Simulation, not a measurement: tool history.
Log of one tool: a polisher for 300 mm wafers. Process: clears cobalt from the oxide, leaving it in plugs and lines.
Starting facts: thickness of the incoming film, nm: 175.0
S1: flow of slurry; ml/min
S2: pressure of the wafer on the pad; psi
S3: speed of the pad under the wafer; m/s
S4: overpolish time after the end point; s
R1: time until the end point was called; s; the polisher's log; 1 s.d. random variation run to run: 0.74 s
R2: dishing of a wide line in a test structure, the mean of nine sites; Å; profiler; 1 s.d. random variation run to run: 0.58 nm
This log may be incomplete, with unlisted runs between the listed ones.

run,hour,S1,S2,S3,S4,R1,R2
1,0.0,270,1.2,0.76,22,61.467,436.43
2,5.8,270,1.3,0.76,18,56.680,407.71
3,8.9,235,1.3,0.76,18,57.858,392.51
4,11.6,215,1.4,0.76,15,55.690,362.47
5,13.2,165,1.4,0.76,15,56.512,356.92
6,17.1,165,1.5,0.76,13,51.416,347.87
7,22.6,165,1.6,0.74,12,50.879,321.43

Expected results for the next run?
8,30.8,165,1.6,0.74,11,?,?

R1: 51.551 s
R2: 303.39 Å

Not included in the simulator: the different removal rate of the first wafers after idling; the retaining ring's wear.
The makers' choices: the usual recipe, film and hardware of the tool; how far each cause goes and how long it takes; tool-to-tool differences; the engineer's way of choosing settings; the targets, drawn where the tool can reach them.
